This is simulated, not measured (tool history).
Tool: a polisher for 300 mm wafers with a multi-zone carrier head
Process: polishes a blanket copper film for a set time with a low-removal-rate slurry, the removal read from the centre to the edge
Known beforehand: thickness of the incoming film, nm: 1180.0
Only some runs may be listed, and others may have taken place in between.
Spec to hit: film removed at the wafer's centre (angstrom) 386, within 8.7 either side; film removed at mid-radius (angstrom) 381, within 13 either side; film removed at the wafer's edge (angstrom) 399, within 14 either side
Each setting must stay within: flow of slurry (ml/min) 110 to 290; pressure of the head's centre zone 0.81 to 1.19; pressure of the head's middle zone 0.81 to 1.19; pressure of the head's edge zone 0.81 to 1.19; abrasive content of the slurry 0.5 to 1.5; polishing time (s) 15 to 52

run,hour,flow of slurry (ml/min),pressure of the head's centre zone,pressure of the head's middle zone,pressure of the head's edge zone,abrasive content of the slurry,polishing time (s),film removed at the wafer's centre (angstrom),film removed at mid-radius (angstrom),film removed at the wafer's edge (angstrom)
1,0,185,1,1,1,1,33,466.62,471.13,472.78
2,1.9,185,1,1,1,1.1,33,476.13,485.18,478.77
3,5.2,185,1,1.05,1,1.1,33,480.43,496.81,474.87
4,7.3,175,0.99,1,0.96,0.95,33,452.02,463.73,456.82
5,9.7,175,0.99,1.04,0.96,0.95,33,456.56,476.05,455.25
6,15.7,175,0.99,1.04,0.96,1.1,33,472.19,496.92,465.94
7,22.9,175,0.99,1.04,0.96,1.1,33,467.16,501.8,469.02
8,28.5,175,0.98,1.01,0.95,0.9,33,443.41,465.89,444.99
9,34.9,165,0.98,0.96,0.93,0.8,33,434.41,438.87,431.47
10,40.7,155,0.96,0.92,0.92,0.75,33,418.18,409.16,413.54
11,46,145,0.94,0.91,0.92,0.75,33,406.48,402.77,421.46

Exercise: of the 4 proposed moves below, exactly one satisfies all targets within the stated allowed misses. Which move is it?
A,51.3,180,0.97,0.94,1,0.65,30,?,?,?
B,51.3,150,0.99,0.96,0.83,0.85,29,?,?,?
C,51.3,165,1,0.92,0.81,0.7,31,?,?,?
D,51.3,125,1.01,0.9,0.91,0.85,31,?,?,?

move,film removed at the wafer's centre (angstrom),film removed at mid-radius (angstrom),film removed at the wafer's edge (angstrom)
A,385.53,383,395.55
B,389.27,386.57,361.76
C,411.36,389.82,373.11
D,414.23,383.17,397.22
A: meets every target
B: puts the biggest miss on target and leaves a different result outside tolerance
C: further off than the last run
D: further off than the last run
Move A is the one to make.
